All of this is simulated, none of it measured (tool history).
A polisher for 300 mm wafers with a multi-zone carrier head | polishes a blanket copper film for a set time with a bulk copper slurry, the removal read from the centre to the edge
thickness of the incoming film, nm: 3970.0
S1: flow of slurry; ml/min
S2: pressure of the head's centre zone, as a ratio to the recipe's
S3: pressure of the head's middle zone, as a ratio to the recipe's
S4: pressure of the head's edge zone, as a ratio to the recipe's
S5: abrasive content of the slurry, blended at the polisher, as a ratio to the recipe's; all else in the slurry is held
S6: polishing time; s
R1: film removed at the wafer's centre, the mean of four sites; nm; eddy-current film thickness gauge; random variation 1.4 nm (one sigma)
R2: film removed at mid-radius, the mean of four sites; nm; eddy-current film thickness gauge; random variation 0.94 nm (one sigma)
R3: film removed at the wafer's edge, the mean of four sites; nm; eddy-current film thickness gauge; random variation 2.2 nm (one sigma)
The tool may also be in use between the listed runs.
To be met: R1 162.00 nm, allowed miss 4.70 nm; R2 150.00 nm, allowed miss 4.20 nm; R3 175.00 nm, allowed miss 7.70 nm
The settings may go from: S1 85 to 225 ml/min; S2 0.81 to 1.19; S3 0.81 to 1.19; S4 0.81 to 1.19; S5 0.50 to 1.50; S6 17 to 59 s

| run | hour | S1 | S2 | S3 | S4 | S5 | S6 | R1 | R2 | R3 |
|---|---|---|---|---|---|---|---|---|---|---|
| 1 | 0.0 | 145 | 1.00 | 1.00 | 1.00 | 1.00 | 38 | 313.91 | 313.64 | 315.39 |
| 2 | 6.1 | 145 | 1.00 | 1.00 | 1.00 | 1.00 | 30 | 249.88 | 249.26 | 243.87 |
| 3 | 7.0 | 145 | 1.00 | 1.00 | 1.00 | 0.90 | 30 | 239.88 | 242.78 | 243.43 |
| 4 | 14.0 | 140 | 1.00 | 0.98 | 0.99 | 0.85 | 29 | 223.90 | 221.08 | 224.27 |
| 5 | 21.7 | 140 | 0.93 | 0.98 | 0.99 | 0.85 | 29 | 216.69 | 223.25 | 224.30 |
| 6 | 25.5 | 135 | 0.92 | 0.96 | 0.98 | 0.80 | 29 | 203.45 | 213.68 | 217.98 |
| 7 | 31.2 | 130 | 0.93 | 0.94 | 0.97 | 0.75 | 29 | 199.76 | 204.07 | 208.36 |
| 8 | 34.7 | 125 | 0.93 | 0.93 | 0.98 | 0.70 | 29 | 191.66 | 194.88 | 209.16 |
| 9 | 42.1 | 100 | 0.94 | 0.83 | 0.88 | 0.50 | 26 | 142.47 | 133.29 | 153.10 |
| 10 | 46.2 | 105 | 0.94 | 0.83 | 0.89 | 0.50 | 26 | 144.22 | 134.00 | 149.78 |
| 11 | 53.6 | 105 | 0.94 | 0.83 | 0.89 | 0.50 | 26 | 147.82 | 133.92 | 154.92 |
| 12 | 59.1 | 145 | 0.93 | 0.86 | 0.99 | 0.60 | 26 | 171.97 | 162.61 | 180.11 |
| 13 | 63.0 | 140 | 0.93 | 0.86 | 0.99 | 0.60 | 26 | 169.68 | 159.37 | 181.12 |
| 14 | 68.8 | 125 | 0.94 | 0.85 | 0.98 | 0.60 | 26 | 167.39 | 153.40 | 180.21 |

Which of these 4 next moves meets every target?
| A | 74.6 | 110 | 1.00 | 0.81 | 1.09 | 0.65 | 25 | ? | ? | ? |
| B | 74.6 | 140 | 0.98 | 0.85 | 0.97 | 0.60 | 26 | ? | ? | ? |
| C | 74.6 | 140 | 0.93 | 0.84 | 1.03 | 0.65 | 24 | ? | ? | ? |
| D | 74.6 | 140 | 0.95 | 0.91 | 0.90 | 0.55 | 26 | ? | ? | ? |

| move | R1 | R2 | R3 |
|---|---|---|---|
| A | 165.77 | 142.56 | 178.76 |
| B | 177.11 | 159.83 | 180.53 |
| C | 160.45 | 150.19 | 175.27 |
| D | 167.12 | 163.95 | 170.11 |
A: brings the result that was furthest off to its target, and leaves another outside
B: further off than the last run
C: meets every target
D: further off than the last run
Answer: C
